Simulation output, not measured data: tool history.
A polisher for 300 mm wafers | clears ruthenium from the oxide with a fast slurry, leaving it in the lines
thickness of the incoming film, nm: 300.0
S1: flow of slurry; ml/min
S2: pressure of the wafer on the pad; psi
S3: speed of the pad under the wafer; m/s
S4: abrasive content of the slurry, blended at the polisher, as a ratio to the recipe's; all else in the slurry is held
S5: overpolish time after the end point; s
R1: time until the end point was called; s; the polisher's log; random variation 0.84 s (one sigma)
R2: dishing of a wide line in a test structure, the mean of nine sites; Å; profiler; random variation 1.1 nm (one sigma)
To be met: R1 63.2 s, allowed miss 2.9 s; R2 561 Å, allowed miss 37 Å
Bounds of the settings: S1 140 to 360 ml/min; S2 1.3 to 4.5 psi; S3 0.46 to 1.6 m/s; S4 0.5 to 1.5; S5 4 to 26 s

| run | hour | S1 | S2 | S3 | S4 | S5 | R1 | R2 |
|---|---|---|---|---|---|---|---|---|
| 1 | 0 | 230 | 2.9 | 1.02 | 1 | 13 | 88.896 | 367.07 |
| 2 | 6.4 | 230 | 2.9 | 0.92 | 1 | 13 | 98.203 | 329.78 |
| 3 | 6.9 | 230 | 2.9 | 0.92 | 1.1 | 13 | 92.532 | 351.81 |
| 4 | 11.9 | 230 | 2.9 | 1.06 | 1.1 | 13 | 81.708 | 384.61 |
| 5 | 20.9 | 230 | 3 | 1.06 | 1.1 | 13 | 80.613 | 414.56 |
| 6 | 24.9 | 230 | 3.1 | 1.06 | 1.1 | 13 | 76.785 | 419.3 |
| 7 | 29.8 | 230 | 3.2 | 1.06 | 1.1 | 13 | 72.965 | 415.62 |
| 8 | 31.1 | 230 | 3.2 | 1.06 | 1.1 | 14 | 74.712 | 438.22 |
| 9 | 38.9 | 230 | 3.3 | 1.06 | 1.1 | 14 | 70.417 | 451.06 |

Which of these 4 next moves meets every target?
| A | 46.7 | 205 | 3.1 | 1.14 | 1.05 | 16 | ? | ? |
| B | 46.7 | 220 | 3.9 | 1.12 | 0.9 | 16 | ? | ? |
| C | 46.7 | 160 | 3.1 | 1.16 | 1.2 | 21 | ? | ? |
| D | 46.7 | 240 | 3.2 | 1.04 | 1.05 | 19 | ? | ? |

| move | R1 | R2 |
|---|---|---|
| A | 74.707 | 486.56 |
| B | 64.751 | 543.47 |
| C | 72.259 | 612.77 |
| D | 77.55 | 539.96 |
A: further off than the last run
B: meets every target
C: takes the result that was furthest off past its target
D: brings the result that was furthest off to its target, and leaves another outside
Answer: B

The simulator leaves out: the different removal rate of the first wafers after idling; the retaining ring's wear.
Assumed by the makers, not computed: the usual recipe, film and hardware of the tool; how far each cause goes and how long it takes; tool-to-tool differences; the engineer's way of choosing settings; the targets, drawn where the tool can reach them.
